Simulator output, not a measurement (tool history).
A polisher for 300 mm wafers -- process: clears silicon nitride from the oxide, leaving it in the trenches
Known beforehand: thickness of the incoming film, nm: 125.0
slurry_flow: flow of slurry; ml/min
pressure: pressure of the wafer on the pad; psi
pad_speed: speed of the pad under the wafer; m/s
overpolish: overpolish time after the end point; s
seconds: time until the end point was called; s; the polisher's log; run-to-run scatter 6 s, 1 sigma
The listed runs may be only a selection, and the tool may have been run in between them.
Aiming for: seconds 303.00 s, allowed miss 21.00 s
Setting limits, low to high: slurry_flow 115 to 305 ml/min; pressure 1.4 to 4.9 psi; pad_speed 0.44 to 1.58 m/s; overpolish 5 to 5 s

Run 1, hour 0.0: slurry_flow 195 ml/min, pressure 3.1 psi, pad_speed 1.00 m/s, overpolish 5 s. Result: seconds 133.89 s.
Run 2, hour 1.4: slurry_flow 195 ml/min, pressure 3.1 psi, pad_speed 1.00 m/s, overpolish 5 s. Result: seconds 132.61 s.
Run 3, hour 6.1: slurry_flow 195 ml/min, pressure 3.1 psi, pad_speed 1.00 m/s, overpolish 5 s. Result: seconds 133.34 s.
Run 4, hour 8.8: slurry_flow 195 ml/min, pressure 2.8 psi, pad_speed 0.96 m/s, overpolish 5 s. Result: seconds 156.33 s.
Run 5, hour 12.9: slurry_flow 195 ml/min, pressure 3.1 psi, pad_speed 0.96 m/s, overpolish 5 s. Result: seconds 140.90 s.
Run 6, hour 17.4: slurry_flow 195 ml/min, pressure 3.1 psi, pad_speed 1.14 m/s, overpolish 5 s. Result: seconds 115.31 s.
Run 7, hour 22.7: slurry_flow 195 ml/min, pressure 2.8 psi, pad_speed 1.08 m/s, overpolish 5 s. Result: seconds 143.06 s.
Run 8, hour 29.4: slurry_flow 195 ml/min, pressure 2.6 psi, pad_speed 1.06 m/s, overpolish 5 s. Result: seconds 157.46 s.
Run 9, hour 38.3: slurry_flow 195 ml/min, pressure 2.4 psi, pad_speed 1.04 m/s, overpolish 5 s. Result: seconds 164.66 s.
Run 10, hour 46.8: slurry_flow 195 ml/min, pressure 2.2 psi, pad_speed 1.00 m/s, overpolish 5 s. Result: seconds 191.06 s.
Run 11, hour 51.5: slurry_flow 195 ml/min, pressure 2.1 psi, pad_speed 0.98 m/s, overpolish 5 s. Result: seconds 202.95 s.
Run 12, hour 59.7: slurry_flow 195 ml/min, pressure 2.0 psi, pad_speed 0.96 m/s, overpolish 5 s. Result: seconds 220.30 s.
Run 13, hour 65.2: slurry_flow 195 ml/min, pressure 1.9 psi, pad_speed 0.94 m/s, overpolish 5 s. Result: seconds 222.83 s.
Run 14, hour 66.7: slurry_flow 190 ml/min, pressure 1.4 psi, pad_speed 0.72 m/s, overpolish 5 s. Result: seconds 380.53 s.
Run 15, hour 69.6: slurry_flow 190 ml/min, pressure 2.0 psi, pad_speed 0.74 m/s, overpolish 5 s. Result: seconds 266.28 s.
Run 16, hour 77.9: slurry_flow 190 ml/min, pressure 2.0 psi, pad_speed 0.74 m/s, overpolish 5 s. Result: seconds 263.50 s.
Run 17, hour 86.3: slurry_flow 190 ml/min, pressure 1.6 psi, pad_speed 0.72 m/s, overpolish 5 s. Result: seconds 335.65 s.

Which single option among these 4 for the next run brings every result within its allowed miss of target? Just one does.
Run A, hour 94.7: slurry_flow 185 ml/min, pressure 1.4 psi, pad_speed 0.76 m/s, overpolish 5 s. Result: seconds ?.
Run B, hour 94.7: slurry_flow 185 ml/min, pressure 1.7 psi, pad_speed 0.74 m/s, overpolish 5 s. Result: seconds ?.
Run C, hour 94.7: slurry_flow 185 ml/min, pressure 2.3 psi, pad_speed 0.44 m/s, overpolish 5 s. Result: seconds ?.
Run D, hour 94.7: slurry_flow 180 ml/min, pressure 1.9 psi, pad_speed 0.58 m/s, overpolish 5 s. Result: seconds ?.

move  seconds
   A   368.92
   B   314.22
   C   355.91
   D   346.47
A: further off than the last run
B: all results in spec
C: further off than the last run
D: further off than the last run
Answer: B
